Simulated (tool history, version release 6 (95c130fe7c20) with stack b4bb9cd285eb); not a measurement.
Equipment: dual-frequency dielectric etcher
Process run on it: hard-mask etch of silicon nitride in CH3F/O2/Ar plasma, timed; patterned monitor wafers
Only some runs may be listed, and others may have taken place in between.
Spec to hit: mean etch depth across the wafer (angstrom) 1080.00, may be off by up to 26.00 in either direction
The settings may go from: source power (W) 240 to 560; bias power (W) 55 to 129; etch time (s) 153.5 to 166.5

| run | hour | source power (W) | bias power (W) | etch time (s) | mean etch depth across the wafer (angstrom) |
|---|---|---|---|---|---|
| 1 | 0.0 | 400 | 92 | 166.5 | 1292.00 |
| 2 | 6.3 | 400 | 76 | 166.5 | 1203.60 |
| 3 | 7.1 | 380 | 75 | 166.5 | 1139.40 |
| 4 | 11.1 | 430 | 75 | 166.5 | 1234.60 |
| 5 | 15.5 | 430 | 75 | 153.5 | 1128.50 |
| 6 | 21.2 | 430 | 85 | 153.5 | 1211.20 |
| 7 | 25.1 | 410 | 84 | 153.5 | 1156.20 |
| 8 | 30.5 | 400 | 84 | 153.5 | 1151.80 |
| 9 | 37.7 | 330 | 79 | 153.5 | 1002.30 |

4 next moves are on the table. One of them brings every result within its allowed miss. Which?
| A | 44.9 | 300 | 81 | 155.5 | ? |
| B | 44.9 | 320 | 80 | 166.5 | ? |
| C | 44.9 | 300 | 77 | 153.5 | ? |
| D | 44.9 | 300 | 75 | 153.5 | ? |

| move | mean etch depth across the wafer (angstrom) |
|---|---|
| A | 960.05 |
| B | 1063.70 |
| C | 925.49 |
| D | 914.12 |
A: moves away from the targets compared with the last run
B: hits every target within its allowed miss
C: moves away from the targets compared with the last run
D: moves away from the targets compared with the last run
The move that meets every target is B.

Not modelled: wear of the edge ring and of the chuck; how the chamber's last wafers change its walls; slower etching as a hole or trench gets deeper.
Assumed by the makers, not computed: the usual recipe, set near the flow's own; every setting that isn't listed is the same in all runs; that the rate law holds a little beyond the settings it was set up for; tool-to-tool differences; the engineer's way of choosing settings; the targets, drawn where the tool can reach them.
